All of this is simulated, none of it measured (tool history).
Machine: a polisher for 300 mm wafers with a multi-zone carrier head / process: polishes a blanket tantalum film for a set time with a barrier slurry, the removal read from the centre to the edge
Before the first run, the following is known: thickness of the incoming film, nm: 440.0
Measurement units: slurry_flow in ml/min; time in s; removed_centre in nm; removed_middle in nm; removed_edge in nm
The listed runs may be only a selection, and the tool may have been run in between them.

run 1 day=0 | slurry_flow=300 centre_zone=1 middle_zone=1 edge_zone=1 slurry_solids=1 time=37 | removed_centre=48.406 removed_middle=48.796 removed_edge=48.236
run 2 day=0.133 | slurry_flow=305 centre_zone=1.03 middle_zone=1.05 edge_zone=1.01 slurry_solids=1.15 time=37 | removed_centre=52.687 removed_middle=52.815 removed_edge=49.686
run 3 day=0.279 | slurry_flow=305 centre_zone=1.03 middle_zone=1.08 edge_zone=1.03 slurry_solids=1.25 time=38 | removed_centre=55.484 removed_middle=58.18 removed_edge=52.741
run 4 day=0.55 | slurry_flow=305 centre_zone=1.03 middle_zone=1.08 edge_zone=1.03 slurry_solids=1.25 time=31 | removed_centre=43.557 removed_middle=47.191 removed_edge=43.158
run 5 day=0.883 | slurry_flow=305 centre_zone=1.07 middle_zone=1.08 edge_zone=1.03 slurry_solids=1.25 time=31 | removed_centre=46.464 removed_middle=47.152 removed_edge=42.644
run 6 day=0.988 | slurry_flow=305 centre_zone=1.07 middle_zone=1.08 edge_zone=1.1 slurry_solids=1.25 time=31 | removed_centre=46.52 removed_middle=47.889 removed_edge=45.035

Predict the results of run 7:
run 7 day=1.338 | slurry_flow=310 centre_zone=1.08 middle_zone=1.1 edge_zone=1.12 slurry_solids=1.35 time=33 | removed_centre=? removed_middle=? removed_edge=?

removed_centre: 50.944 nm
removed_middle: 51.945 nm
removed_edge: 49.246 nm

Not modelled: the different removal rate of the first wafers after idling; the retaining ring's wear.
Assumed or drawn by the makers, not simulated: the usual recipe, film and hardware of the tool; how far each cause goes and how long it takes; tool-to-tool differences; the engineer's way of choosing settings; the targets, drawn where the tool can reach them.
